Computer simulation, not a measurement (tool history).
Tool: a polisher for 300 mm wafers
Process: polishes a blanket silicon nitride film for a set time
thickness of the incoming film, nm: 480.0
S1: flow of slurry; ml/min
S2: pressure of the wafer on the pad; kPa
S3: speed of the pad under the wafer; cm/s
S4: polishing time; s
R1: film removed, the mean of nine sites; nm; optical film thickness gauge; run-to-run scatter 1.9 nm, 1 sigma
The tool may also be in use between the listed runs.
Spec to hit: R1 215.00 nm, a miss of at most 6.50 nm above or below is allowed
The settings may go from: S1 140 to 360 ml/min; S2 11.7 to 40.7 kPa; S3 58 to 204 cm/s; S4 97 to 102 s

run,hour,S1,S2,S3,S4,R1
1,0.0,230,26.2,130,97,261.04
2,4.2,230,25.5,130,97,260.92
3,4.8,230,24.8,130,97,253.99
4,6.2,230,24.8,130,97,256.56
5,7.2,230,24.1,130,97,252.52
6,14.0,185,24.1,130,97,247.42
7,17.1,185,24.1,130,97,244.30
8,24.1,185,23.4,130,97,242.44

5 next moves are on the table. One of them brings every result within its allowed miss. Which?
A,31.1,145,28.3,88,102,?
B,31.1,235,20.0,120,97,?
C,31.1,165,22.8,106,100,?
D,31.1,150,26.9,100,97,?
E,31.1,270,25.5,92,97,?

move,R1
A,197.83
B,212.31
C,202.33
D,203.31
E,200.17
A: pushes the last run's worst result past its target
B: each result inside its tolerance
C: pushes the last run's worst result past its target
D: pushes the last run's worst result past its target
E: pushes the last run's worst result past its target
Go with B: it meets all targets.
